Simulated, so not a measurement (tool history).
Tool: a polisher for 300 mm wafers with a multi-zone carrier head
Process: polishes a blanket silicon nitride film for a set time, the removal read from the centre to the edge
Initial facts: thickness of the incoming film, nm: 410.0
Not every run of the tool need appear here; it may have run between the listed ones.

| run | hour | flow of slurry (ml/min) | pressure of the head's centre zone | pressure of the head's middle zone | pressure of the head's edge zone | polishing time (s) | film removed at the wafer's centre (nm) | film removed at mid-radius (nm) | film removed at the wafer's edge (nm) |
|---|---|---|---|---|---|---|---|---|---|
| 1 | 0 | 160 | 1 | 1 | 1 | 31 | 81.515 | 78.241 | 79.087 |
| 2 | 7.8 | 150 | 0.99 | 0.95 | 0.99 | 27 | 68.667 | 63.219 | 66.829 |
| 3 | 12 | 150 | 0.99 | 0.95 | 1.06 | 27 | 68.546 | 63.511 | 69.859 |
| 4 | 15.5 | 140 | 0.97 | 0.91 | 1.03 | 25 | 60.694 | 57.112 | 63.823 |
| 5 | 19.1 | 140 | 0.98 | 0.89 | 1.02 | 23 | 56.611 | 51.18 | 58.019 |
| 6 | 24.6 | 135 | 0.98 | 0.87 | 1 | 22 | 54.881 | 48.914 | 53.365 |

What does the tool deliver on the next run?
| 7 | 25.5 | 115 | 0.96 | 0.81 | 1.06 | 18 | ? | ? | ? |

film removed at the wafer's centre (nm): 41.576
film removed at mid-radius (nm): 34.579
film removed at the wafer's edge (nm): 45.001
